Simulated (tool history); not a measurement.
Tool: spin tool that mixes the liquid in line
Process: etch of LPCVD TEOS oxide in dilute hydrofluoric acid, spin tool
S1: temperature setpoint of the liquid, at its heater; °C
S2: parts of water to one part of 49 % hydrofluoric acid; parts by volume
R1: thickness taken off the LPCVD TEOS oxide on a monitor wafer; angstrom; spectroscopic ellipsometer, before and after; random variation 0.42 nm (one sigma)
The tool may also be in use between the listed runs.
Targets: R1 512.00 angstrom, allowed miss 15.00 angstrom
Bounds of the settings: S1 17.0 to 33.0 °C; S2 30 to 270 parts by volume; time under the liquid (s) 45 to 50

run 1 hour=0.0 | S1=25.0 S2=150 time_under_the_liquid_(s)=45 | R1=106.65
run 2 hour=6.7 | S1=25.0 S2=120 time_under_the_liquid_(s)=45 | R1=139.73
run 3 hour=15.4 | S1=27.0 S2=95 time_under_the_liquid_(s)=45 | R1=197.89
run 4 hour=24.0 | S1=27.0 S2=120 time_under_the_liquid_(s)=45 | R1=150.62
run 5 hour=30.5 | S1=28.5 S2=95 time_under_the_liquid_(s)=45 | R1=204.21
run 6 hour=32.3 | S1=28.5 S2=95 time_under_the_liquid_(s)=45 | R1=207.95
run 7 hour=33.3 | S1=28.5 S2=95 time_under_the_liquid_(s)=45 | R1=210.07
run 8 hour=34.9 | S1=28.5 S2=95 time_under_the_liquid_(s)=45 | R1=207.37
run 9 hour=43.5 | S1=29.5 S2=80 time_under_the_liquid_(s)=45 | R1=266.54
-- hour=51.1 thermometer replaced
run 10 hour=51.1 | S1=29.5 S2=80 time_under_the_liquid_(s)=45 | R1=287.16
run 11 hour=57.4 | S1=30.5 S2=75 time_under_the_liquid_(s)=45 | R1=324.62

4 next moves are on the table. One of them brings every result within its allowed miss. Which?
run A hour=63.7 | S1=32.5 S2=55 time_under_the_liquid_(s)=50 | R1=?
run B hour=63.7 | S1=31.0 S2=50 time_under_the_liquid_(s)=45 | R1=?
run C hour=63.7 | S1=33.0 S2=55 time_under_the_liquid_(s)=50 | R1=?
run D hour=63.7 | S1=30.5 S2=95 time_under_the_liquid_(s)=45 | R1=?

move=A R1=538.47
move=B R1=507.13
move=C R1=548.85
move=D R1=244.69
A: takes the result that was furthest off past its target
B: meets every target
C: takes the result that was furthest off past its target
D: further off than the last run
The right move is B.
